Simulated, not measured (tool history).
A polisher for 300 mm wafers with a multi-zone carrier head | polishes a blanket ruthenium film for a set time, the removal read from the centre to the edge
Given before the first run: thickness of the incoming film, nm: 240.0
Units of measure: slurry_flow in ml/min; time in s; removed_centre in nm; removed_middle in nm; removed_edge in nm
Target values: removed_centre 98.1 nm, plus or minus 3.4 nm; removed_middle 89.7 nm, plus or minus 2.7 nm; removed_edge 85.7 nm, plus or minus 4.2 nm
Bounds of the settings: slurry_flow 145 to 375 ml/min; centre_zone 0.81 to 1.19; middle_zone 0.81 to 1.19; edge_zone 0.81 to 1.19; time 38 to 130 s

run,hour,slurry_flow,centre_zone,middle_zone,edge_zone,time,removed_centre,removed_middle,removed_edge
1,0,240,1,1,1,84,71.367,71.589,68.285
2,7,240,1,1,0.92,84,70.854,70.273,67.612
3,15.9,240,1,1,0.92,65,54.551,54.147,51.62
4,22,240,0.95,1,0.92,65,51.066,54.863,53.319
5,29.5,240,0.95,1.04,0.92,65,52.066,57.441,52.619
6,34.4,240,0.95,0.99,0.92,65,52.407,54.224,52.959
7,36,295,1.05,1.09,1.02,88,80.783,81.107,75.833
8,39,300,1.07,1.1,1.04,89,83.351,83.201,76.619

Pick the move, out of 5, that brings all results within their allowed miss; only one does.
A,42,350,0.94,0.99,1.08,107,?,?,?
B,42,305,1.08,0.86,1.04,113,?,?,?
C,42,225,1.19,1.09,0.98,93,?,?,?
D,42,315,0.99,0.98,1.12,105,?,?,?
E,42,310,1.14,1.06,1.04,98,?,?,?

move,removed_centre,removed_middle,removed_edge
A,88.931,95.191,98.944
B,106.46,88.242,101.76
C,93.196,85.609,79.052
D,91.005,91.727,98.204
E,97.8,91.295,88.118
A: closer than the last run, but not yet in spec
B: carries the result that was furthest off beyond its target, to the other side
C: closer than the last run, but not yet in spec
D: closer than the last run, but not yet in spec
E: meets every target
Answer: E
